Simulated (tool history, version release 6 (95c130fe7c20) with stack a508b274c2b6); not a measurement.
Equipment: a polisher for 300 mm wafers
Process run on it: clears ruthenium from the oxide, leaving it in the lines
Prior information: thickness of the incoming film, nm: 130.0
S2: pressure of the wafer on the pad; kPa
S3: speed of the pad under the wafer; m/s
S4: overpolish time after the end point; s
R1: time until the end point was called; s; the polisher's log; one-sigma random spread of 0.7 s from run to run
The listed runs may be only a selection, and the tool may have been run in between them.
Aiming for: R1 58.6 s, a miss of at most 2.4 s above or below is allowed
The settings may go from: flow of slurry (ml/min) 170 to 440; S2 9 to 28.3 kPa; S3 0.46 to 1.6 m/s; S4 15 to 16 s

Run 1, hour 0: flow of slurry (ml/min) 280, S2 18.6 kPa, S3 1.02 m/s, S4 15 s. Result: R1 90.809 s.
Run 2, hour 7.2: flow of slurry (ml/min) 280, S2 20 kPa, S3 1.02 m/s, S4 15 s. Result: R1 85.91 s.
Run 3, hour 11.6: flow of slurry (ml/min) 280, S2 17.2 kPa, S3 1.02 m/s, S4 15 s. Result: R1 96.79 s.
Run 4, hour 13.5: flow of slurry (ml/min) 280, S2 14.5 kPa, S3 1.02 m/s, S4 15 s. Result: R1 118.02 s.
Run 5, hour 16.5: flow of slurry (ml/min) 280, S2 13.1 kPa, S3 1.02 m/s, S4 15 s. Result: R1 126.28 s.
Run 6, hour 21.9: flow of slurry (ml/min) 280, S2 15.9 kPa, S3 1.02 m/s, S4 15 s. Result: R1 106.29 s.
Run 7, hour 24.7: flow of slurry (ml/min) 280, S2 17.9 kPa, S3 1.02 m/s, S4 15 s. Result: R1 92.16 s.
Run 8, hour 27.7: flow of slurry (ml/min) 280, S2 19.3 kPa, S3 1.02 m/s, S4 15 s. Result: R1 86.811 s.
Run 9, hour 36.4: flow of slurry (ml/min) 280, S2 24.1 kPa, S3 1.06 m/s, S4 15 s. Result: R1 69.012 s.
Run 10, hour 45.3: flow of slurry (ml/min) 280, S2 24.8 kPa, S3 1.06 m/s, S4 15 s. Result: R1 65.551 s.
Run 11, hour 46.7: flow of slurry (ml/min) 280, S2 25.5 kPa, S3 1.06 m/s, S4 15 s. Result: R1 63.939 s.
Run 12, hour 52: flow of slurry (ml/min) 280, S2 26.2 kPa, S3 1.06 m/s, S4 15 s. Result: R1 62.148 s.

Of the 4 settings listed for the next run, only one would bring every result within its allowed miss of target. Which one?
Run A, hour 57.3: flow of slurry (ml/min) 240, S2 27.6 kPa, S3 1 m/s, S4 15 s. Result: R1 ?.
Run B, hour 57.3: flow of slurry (ml/min) 295, S2 27.6 kPa, S3 0.98 m/s, S4 15 s. Result: R1 ?.
Run C, hour 57.3: flow of slurry (ml/min) 380, S2 24.1 kPa, S3 1.2 m/s, S4 16 s. Result: R1 ?.
Run D, hour 57.3: flow of slurry (ml/min) 290, S2 23.4 kPa, S3 1.04 m/s, S4 16 s. Result: R1 ?.

move      R1
   A  63.241
   B   63.15
   C  57.898
   D  69.993
A: its largest miss is bigger than the last run's
B: its largest miss is bigger than the last run's
C: each result inside its tolerance
D: its largest miss is bigger than the last run's
C meets every target.

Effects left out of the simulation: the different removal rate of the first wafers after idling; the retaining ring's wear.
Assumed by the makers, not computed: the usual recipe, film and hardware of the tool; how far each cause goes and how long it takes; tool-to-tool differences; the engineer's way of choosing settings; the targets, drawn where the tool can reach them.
